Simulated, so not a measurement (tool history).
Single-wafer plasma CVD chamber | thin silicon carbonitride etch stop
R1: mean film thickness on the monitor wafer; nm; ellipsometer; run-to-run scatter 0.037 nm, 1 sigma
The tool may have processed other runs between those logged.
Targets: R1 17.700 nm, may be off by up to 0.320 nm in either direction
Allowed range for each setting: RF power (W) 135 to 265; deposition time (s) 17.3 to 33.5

Run 1, hour 0.0: RF power (W) 200, deposition time (s) 25.4. Result: R1 15.541 nm.
Run 2, hour 4.8: RF power (W) 230, deposition time (s) 25.4. Result: R1 16.124 nm.
Run 3, hour 9.2: RF power (W) 235, deposition time (s) 25.8. Result: R1 16.429 nm.
Run 4, hour 12.4: RF power (W) 210, deposition time (s) 25.8. Result: R1 16.023 nm.
Run 5, hour 19.3: RF power (W) 215, deposition time (s) 26.2. Result: R1 16.386 nm.
Run 6, hour 26.4: RF power (W) 220, deposition time (s) 26.5. Result: R1 16.714 nm.
Run 7, hour 31.4: RF power (W) 225, deposition time (s) 26.7. Result: R1 16.838 nm.
Run 8, hour 37.5: RF power (W) 230, deposition time (s) 26.9. Result: R1 17.026 nm.
Run 9, hour 39.3: RF power (W) 235, deposition time (s) 27.1. Result: R1 17.285 nm.

4 next moves are on the table. One of them brings every result within its allowed miss. Which?
Run A, hour 41.1: RF power (W) 225, deposition time (s) 27.1. Result: R1 ?.
Run B, hour 41.1: RF power (W) 225, deposition time (s) 26.3. Result: R1 ?.
Run C, hour 41.1: RF power (W) 235, deposition time (s) 29.3. Result: R1 ?.
Run D, hour 41.1: RF power (W) 200, deposition time (s) 29.0. Result: R1 ?.

move      R1
   A  17.131
   B  16.625
   C  18.727
   D  17.800
A: moves away from the targets compared with the last run
B: moves away from the targets compared with the last run
C: takes the result that was furthest off past its target
D: meets every target
D meets every target.
